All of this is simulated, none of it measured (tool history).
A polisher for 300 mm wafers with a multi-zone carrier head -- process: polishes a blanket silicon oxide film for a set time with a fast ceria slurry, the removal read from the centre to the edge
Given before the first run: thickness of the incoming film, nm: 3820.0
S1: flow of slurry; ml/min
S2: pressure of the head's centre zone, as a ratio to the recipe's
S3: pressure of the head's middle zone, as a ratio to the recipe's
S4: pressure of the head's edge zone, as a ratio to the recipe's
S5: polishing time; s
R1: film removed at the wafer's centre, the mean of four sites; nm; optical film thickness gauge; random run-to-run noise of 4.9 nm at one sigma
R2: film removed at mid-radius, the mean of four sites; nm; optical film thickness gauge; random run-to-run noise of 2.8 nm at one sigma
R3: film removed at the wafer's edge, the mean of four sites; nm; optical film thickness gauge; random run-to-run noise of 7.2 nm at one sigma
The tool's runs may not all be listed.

run,hour,S1,S2,S3,S4,S5,R1,R2,R3
1,0,235,1,1,1,81,1013.4,1032.8,1105.3
2,1.7,200,0.99,0.93,0.94,65,775.84,757.77,837.21
3,5.1,200,0.92,0.93,0.94,65,725.38,762.91,847.16
4,6.2,200,0.87,0.93,0.94,65,701.52,749.49,838.22
5,10.7,200,0.87,0.86,0.94,65,686.61,710.69,828.35
6,13.3,200,0.87,0.86,0.87,65,696.45,708.5,812.24
7,16.1,180,0.92,0.84,0.87,55,597.2,574.77,654.45
8,16.7,170,0.96,0.83,0.92,51,568.16,523.81,615.84
9,22.5,160,0.98,0.82,0.93,49,559.27,495.76,603.84
10,26.5,155,0.99,0.82,0.92,48,532.33,477.03,576.22
11,31.7,150,1,0.82,0.91,48,532.65,478.34,592.03

For run 12, what comes out?
12,36.6,155,1.01,0.82,0.89,47,?,?,?

R1: 536.46 nm
R2: 466.97 nm
R3: 562.79 nm

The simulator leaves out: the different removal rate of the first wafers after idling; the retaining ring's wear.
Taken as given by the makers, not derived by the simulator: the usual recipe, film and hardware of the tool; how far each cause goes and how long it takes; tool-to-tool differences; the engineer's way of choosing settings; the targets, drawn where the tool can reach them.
